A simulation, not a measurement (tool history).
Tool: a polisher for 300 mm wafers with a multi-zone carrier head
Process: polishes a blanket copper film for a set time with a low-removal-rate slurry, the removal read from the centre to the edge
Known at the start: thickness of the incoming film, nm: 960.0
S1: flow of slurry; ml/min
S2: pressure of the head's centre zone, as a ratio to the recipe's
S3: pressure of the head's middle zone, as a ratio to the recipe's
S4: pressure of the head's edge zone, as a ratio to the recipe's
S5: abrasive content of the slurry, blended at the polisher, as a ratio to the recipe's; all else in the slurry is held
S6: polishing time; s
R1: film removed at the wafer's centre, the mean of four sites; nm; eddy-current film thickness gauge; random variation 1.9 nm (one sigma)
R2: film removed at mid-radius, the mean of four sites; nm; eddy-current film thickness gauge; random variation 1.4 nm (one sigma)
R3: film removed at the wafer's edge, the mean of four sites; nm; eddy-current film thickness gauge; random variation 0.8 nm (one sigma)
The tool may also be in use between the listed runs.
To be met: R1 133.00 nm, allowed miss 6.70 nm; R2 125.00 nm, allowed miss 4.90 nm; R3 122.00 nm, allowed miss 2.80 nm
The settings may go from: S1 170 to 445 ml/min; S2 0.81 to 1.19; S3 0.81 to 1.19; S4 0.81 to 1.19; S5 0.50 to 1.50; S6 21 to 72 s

{"run": 1, "day": 0.0, "S1": 285, "S2": 1.0, "S3": 1.0, "S4": 1.0, "S5": 1.0, "S6": 46, "R1": 136.28, "R2": 140.83, "R3": 143.02}
{"run": 2, "day": 0.346, "S1": 285, "S2": 1.0, "S3": 1.0, "S4": 1.0, "S5": 0.8, "S6": 46, "R1": 127.96, "R2": 134.31, "R3": 134.4}
{"run": 3, "day": 0.483, "S1": 285, "S2": 1.0, "S3": 1.0, "S4": 1.0, "S5": 0.8, "S6": 55, "R1": 155.09, "R2": 160.07, "R3": 161.06}
{"run": 4, "day": 0.629, "S1": 285, "S2": 0.94, "S3": 1.0, "S4": 1.0, "S5": 0.8, "S6": 55, "R1": 147.42, "R2": 165.76, "R3": 157.66}
{"run": 5, "day": 0.962, "S1": 285, "S2": 0.95, "S3": 0.99, "S4": 0.97, "S5": 0.75, "S6": 54, "R1": 139.96, "R2": 155.08, "R3": 151.42}
{"run": 6, "day": 1.3, "S1": 290, "S2": 0.98, "S3": 1.0, "S4": 0.95, "S5": 0.7, "S6": 53, "R1": 140.42, "R2": 151.56, "R3": 145.38}
{"run": 7, "day": 1.646, "S1": 290, "S2": 1.0, "S3": 1.0, "S4": 0.93, "S5": 0.65, "S6": 52, "R1": 137.56, "R2": 144.94, "R3": 138.32}
{"run": 8, "day": 1.738, "S1": 290, "S2": 1.01, "S3": 0.99, "S4": 0.91, "S5": 0.65, "S6": 52, "R1": 141.65, "R2": 145.42, "R3": 138.19}
{"run": 9, "day": 1.942, "S1": 285, "S2": 1.01, "S3": 0.98, "S4": 0.9, "S5": 0.65, "S6": 52, "R1": 140.62, "R2": 142.23, "R3": 137.34}
{"run": 10, "day": 2.188, "S1": 285, "S2": 1.01, "S3": 0.97, "S4": 0.89, "S5": 0.65, "S6": 52, "R1": 140.13, "R2": 142.7, "R3": 136.05}
{"run": 11, "day": 2.304, "S1": 285, "S2": 1.01, "S3": 0.96, "S4": 0.88, "S5": 0.65, "S6": 52, "R1": 140.69, "R2": 141.87, "R3": 135.2}
{"run": 12, "day": 2.45, "S1": 280, "S2": 1.01, "S3": 0.95, "S4": 0.87, "S5": 0.65, "S6": 52, "R1": 139.58, "R2": 140.88, "R3": 135.13}
{"run": 13, "day": 2.679, "S1": 280, "S2": 1.02, "S3": 0.94, "S4": 0.86, "S5": 0.65, "S6": 52, "R1": 141.8, "R2": 136.24, "R3": 133.89}

Which of these 5 next moves meets every target?
{"run": "A", "day": 2.908, "S1": 270, "S2": 0.9, "S3": 0.88, "S4": 1.0, "S5": 0.8, "S6": 54, "R1": "?", "R2": "?", "R3": "?"}
{"run": "B", "day": 2.908, "S1": 385, "S2": 0.88, "S3": 0.89, "S4": 0.92, "S5": 0.65, "S6": 56, "R1": "?", "R2": "?", "R3": "?"}
{"run": "C", "day": 2.908, "S1": 375, "S2": 1.0, "S3": 1.07, "S4": 0.81, "S5": 0.65, "S6": 50, "R1": "?", "R2": "?", "R3": "?"}
{"run": "D", "day": 2.908, "S1": 260, "S2": 1.07, "S3": 0.94, "S4": 0.87, "S5": 0.55, "S6": 50, "R1": "?", "R2": "?", "R3": "?"}
{"run": "E", "day": 2.908, "S1": 220, "S2": 0.97, "S3": 0.81, "S4": 1.1, "S5": 0.75, "S6": 50, "R1": "?", "R2": "?", "R3": "?"}

move=A R1=136.65 R2=141.30 R3=158.18
move=B R1=136.49 R2=145.00 R3=153.52
move=C R1=138.46 R2=147.43 R3=128.96
move=D R1=135.98 R2=123.66 R3=123.96
move=E R1=130.07 R2=118.15 R3=148.00
A: further off than the last run
B: further off than the last run
C: further off than the last run
D: meets every target
E: further off than the last run
Answer: D

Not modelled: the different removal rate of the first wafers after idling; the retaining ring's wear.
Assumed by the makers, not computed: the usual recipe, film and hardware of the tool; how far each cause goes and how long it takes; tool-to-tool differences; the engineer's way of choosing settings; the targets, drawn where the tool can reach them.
